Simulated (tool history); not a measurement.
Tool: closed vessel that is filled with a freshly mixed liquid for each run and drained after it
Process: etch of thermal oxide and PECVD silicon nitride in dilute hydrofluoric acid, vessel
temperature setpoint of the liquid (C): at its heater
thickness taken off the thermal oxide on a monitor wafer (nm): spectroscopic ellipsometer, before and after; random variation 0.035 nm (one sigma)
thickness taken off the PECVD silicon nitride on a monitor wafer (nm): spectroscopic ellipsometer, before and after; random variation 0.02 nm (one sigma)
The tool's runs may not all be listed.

run	day	temperature setpoint of the liquid (C)	parts of water to one part of 49 % hydrofluoric acid (parts by volume)	time in the liquid (s)	thickness taken off the thermal oxide on a monitor wafer (nm)	thickness taken off the PECVD silicon nitride on a monitor wafer (nm)
1	0	22	220	475	8.5796	4.9974
2	0.117	20.5	210	460	8.3582	4.6124
3	0.367	20.5	210	315	5.7017	3.129
4	0.692	20.5	210	425	7.6285	4.2359
5	0.738	19.5	195	410	7.7694	4.108
6	0.854	18.5	185	400	7.7166	3.9433
7	1.167	18	175	390	7.9071	3.9479

The next listed run, before its measurement:
8	1.425	17.5	170	385	?	?

thickness taken off the thermal oxide on a monitor wafer (nm): 7.8708
thickness taken off the PECVD silicon nitride on a monitor wafer (nm): 3.8673
